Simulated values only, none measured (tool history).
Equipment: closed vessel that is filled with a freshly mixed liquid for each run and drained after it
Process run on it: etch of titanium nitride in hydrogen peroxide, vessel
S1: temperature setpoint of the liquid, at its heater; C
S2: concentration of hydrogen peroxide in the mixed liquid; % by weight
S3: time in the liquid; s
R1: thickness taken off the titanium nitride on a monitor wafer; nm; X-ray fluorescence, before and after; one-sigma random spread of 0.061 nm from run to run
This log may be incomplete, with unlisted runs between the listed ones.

| run | day | S1 | S2 | S3 | R1 |
|---|---|---|---|---|---|
| 1 | 0.000 | 54.0 | 15.5 | 325 | 22.845 |
| 2 | 0.079 | 58.0 | 15.5 | 325 | 30.243 |
| 3 | 0.446 | 58.0 | 17.5 | 325 | 30.884 |
| 4 | 0.575 | 56.0 | 17.5 | 325 | 26.964 |
| 5 | 0.942 | 63.0 | 17.5 | 325 | 43.380 |
| 6 | 1.142 | 60.0 | 17.5 | 325 | 35.570 |
| 7 | 1.488 | 60.0 | 17.5 | 325 | 35.655 |
| 8 | 1.538 | 57.5 | 17.5 | 325 | 29.914 |

Expected results for the next run?
| 9 | 1.750 | 55.5 | 17.5 | 325 | ? |

Run 9 produced R1 26.110 nm.
